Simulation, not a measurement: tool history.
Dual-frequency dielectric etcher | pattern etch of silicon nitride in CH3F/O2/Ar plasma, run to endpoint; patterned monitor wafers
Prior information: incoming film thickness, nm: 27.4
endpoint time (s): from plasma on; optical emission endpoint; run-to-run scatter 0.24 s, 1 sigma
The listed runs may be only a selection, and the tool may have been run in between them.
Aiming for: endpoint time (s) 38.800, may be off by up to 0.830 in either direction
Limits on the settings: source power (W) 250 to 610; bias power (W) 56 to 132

run  hour  source power (W)  bias power (W)  endpoint time (s)
  1   0.0               430              94             34.671
  2   2.8               400              92             36.289
  3   8.6               400             107             33.734
  4  10.4               360             105             34.567
  5  15.1               360             117             33.585
  6  19.0               330             110             34.979
  7  26.8               310             105             36.115
  8  30.8               290             102             36.810
  9  37.5               280              99             37.989

Which single option among these 4 for the next run brings every result within its allowed miss of target? Just one does.
  A  44.2               270              95                  ?
  B  44.2               320             106                  ?
  C  44.2               270             109                  ?
  D  44.2               260             109                  ?

move  endpoint time (s)
   A             38.937
   B             35.888
   C             36.886
   D             37.189
A: each result inside its tolerance
B: further off than the last run
C: further off than the last run
D: further off than the last run
Move A is the one to make.
